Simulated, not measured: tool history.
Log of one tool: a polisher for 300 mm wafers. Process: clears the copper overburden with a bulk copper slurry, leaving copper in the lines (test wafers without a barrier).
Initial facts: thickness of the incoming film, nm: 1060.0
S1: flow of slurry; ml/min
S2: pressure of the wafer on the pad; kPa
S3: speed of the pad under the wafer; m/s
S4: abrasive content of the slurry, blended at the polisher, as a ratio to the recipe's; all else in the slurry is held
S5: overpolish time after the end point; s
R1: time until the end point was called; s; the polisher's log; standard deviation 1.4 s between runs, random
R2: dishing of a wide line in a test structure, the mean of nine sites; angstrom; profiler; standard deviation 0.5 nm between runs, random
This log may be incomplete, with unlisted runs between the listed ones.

Run 1, hour 0: S1 200 ml/min, S2 19.3 kPa, S3 1.24 m/s, S4 1, S5 14 s. Result: R1 101.15 s, R2 666.54 angstrom.
Run 2, hour 7.4: S1 200 ml/min, S2 19.3 kPa, S3 1.44 m/s, S4 1, S5 14 s. Result: R1 88.718 s, R2 730.78 angstrom.
Run 3, hour 10.3: S1 200 ml/min, S2 19.3 kPa, S3 1.44 m/s, S4 0.85, S5 14 s. Result: R1 94.051 s, R2 720.1 angstrom.
Run 4, hour 14.9: S1 230 ml/min, S2 16.5 kPa, S3 1.5 m/s, S4 1, S5 11 s. Result: R1 97.478 s, R2 590.25 angstrom.
Run 5, hour 23.3: S1 250 ml/min, S2 14.5 kPa, S3 1.58 m/s, S4 1.15, S5 9 s. Result: R1 104.49 s, R2 476.43 angstrom.
Run 6, hour 25.1: S1 250 ml/min, S2 14.5 kPa, S3 1.58 m/s, S4 1.15, S5 4 s. Result: R1 105.75 s, R2 245.11 angstrom.

Run 7 is up next; what results do you expect?
At hour 27.5: slurry blender recalibrated.
Run 7, hour 27.5: S1 250 ml/min, S2 20 kPa, S3 1.6 m/s, S4 1.15, S5 5 s. Result: R1 ?, R2 ?.

R1: 71.848 s
R2: 400.71 angstrom

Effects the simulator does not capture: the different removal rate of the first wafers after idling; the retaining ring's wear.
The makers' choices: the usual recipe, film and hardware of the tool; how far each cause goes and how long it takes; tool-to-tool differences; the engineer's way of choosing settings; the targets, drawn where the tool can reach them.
